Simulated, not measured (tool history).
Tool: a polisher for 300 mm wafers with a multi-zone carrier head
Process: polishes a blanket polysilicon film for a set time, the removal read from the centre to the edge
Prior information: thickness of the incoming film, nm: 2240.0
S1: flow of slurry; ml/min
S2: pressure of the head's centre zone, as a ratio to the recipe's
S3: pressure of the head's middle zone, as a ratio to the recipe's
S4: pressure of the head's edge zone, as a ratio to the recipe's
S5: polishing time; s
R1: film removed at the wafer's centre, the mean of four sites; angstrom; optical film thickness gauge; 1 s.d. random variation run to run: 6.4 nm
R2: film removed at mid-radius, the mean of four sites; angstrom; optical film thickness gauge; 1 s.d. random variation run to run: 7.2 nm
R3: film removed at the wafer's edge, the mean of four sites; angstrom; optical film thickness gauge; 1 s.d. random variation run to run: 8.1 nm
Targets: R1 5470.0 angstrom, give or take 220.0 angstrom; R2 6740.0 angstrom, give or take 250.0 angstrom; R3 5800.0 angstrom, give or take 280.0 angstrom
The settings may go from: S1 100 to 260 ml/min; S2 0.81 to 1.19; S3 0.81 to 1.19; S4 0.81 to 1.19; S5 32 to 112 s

| run | hour | S1 | S2 | S3 | S4 | S5 | R1 | R2 | R3 |
|---|---|---|---|---|---|---|---|---|---|
| 1 | 0.0 | 165 | 1.00 | 1.00 | 1.00 | 72 | 5662.4 | 5559.2 | 5498.7 |
| 2 | 5.3 | 175 | 0.98 | 1.03 | 1.00 | 72 | 5423.2 | 5842.8 | 5815.4 |
| 3 | 10.5 | 175 | 0.98 | 1.03 | 0.96 | 72 | 5436.9 | 5722.4 | 5522.7 |
| 4 | 16.8 | 175 | 0.98 | 1.03 | 0.96 | 90 | 6880.7 | 7241.8 | 6899.9 |
| 5 | 19.2 | 175 | 0.98 | 1.03 | 0.96 | 104 | 7911.9 | 8252.2 | 7935.7 |
| 6 | 26.7 | 210 | 0.98 | 1.03 | 0.96 | 104 | 8199.4 | 8574.3 | 8350.1 |
| 7 | 30.5 | 210 | 0.98 | 1.03 | 0.96 | 104 | 8286.4 | 8700.1 | 8202.1 |
| 8 | 36.9 | 205 | 0.96 | 1.04 | 0.93 | 99 | 7650.0 | 8389.1 | 7638.2 |
| 9 | 44.3 | 195 | 0.93 | 1.03 | 0.91 | 96 | 6996.2 | 7806.9 | 7059.3 |
| 10 | 47.2 | 185 | 0.90 | 1.02 | 0.90 | 95 | 6669.8 | 7725.9 | 7170.8 |
| 11 | 51.9 | 185 | 0.90 | 1.02 | 0.90 | 95 | 6630.6 | 7556.6 | 7191.9 |
| 12 | 60.1 | 180 | 0.89 | 1.03 | 0.88 | 92 | 6392.4 | 7461.8 | 6726.5 |
| 13 | 65.9 | 175 | 0.88 | 1.03 | 0.86 | 90 | 6194.7 | 7184.8 | 6461.9 |
| 14 | 68.6 | 170 | 0.87 | 1.03 | 0.85 | 89 | 6070.3 | 7279.6 | 6539.2 |
| 15 | 77.2 | 170 | 0.87 | 1.03 | 0.84 | 87 | 5829.0 | 6953.3 | 6279.7 |
| 16 | 80.6 | 170 | 0.87 | 1.04 | 0.83 | 86 | 5790.0 | 6930.1 | 6130.4 |

4 next moves are on the table. One of them brings every result within its allowed miss. Which?
| A | 84.0 | 170 | 0.81 | 1.16 | 0.84 | 80 | ? | ? | ? |
| B | 84.0 | 160 | 0.87 | 1.08 | 0.82 | 82 | ? | ? | ? |
| C | 84.0 | 180 | 0.81 | 1.15 | 0.83 | 80 | ? | ? | ? |
| D | 84.0 | 160 | 0.91 | 1.12 | 0.81 | 84 | ? | ? | ? |

| move | R1 | R2 | R3 |
|---|---|---|---|
| A | 4931.4 | 7064.2 | 5776.0 |
| B | 5361.2 | 6732.6 | 5816.1 |
| C | 4986.4 | 7082.3 | 5788.4 |
| D | 5748.3 | 7112.9 | 5923.0 |
A: takes the result that was furthest off past its target
B: every result within its allowed miss
C: takes the result that was furthest off past its target
D: roughly where the last run was
B is the move that brings every result within its allowed miss.
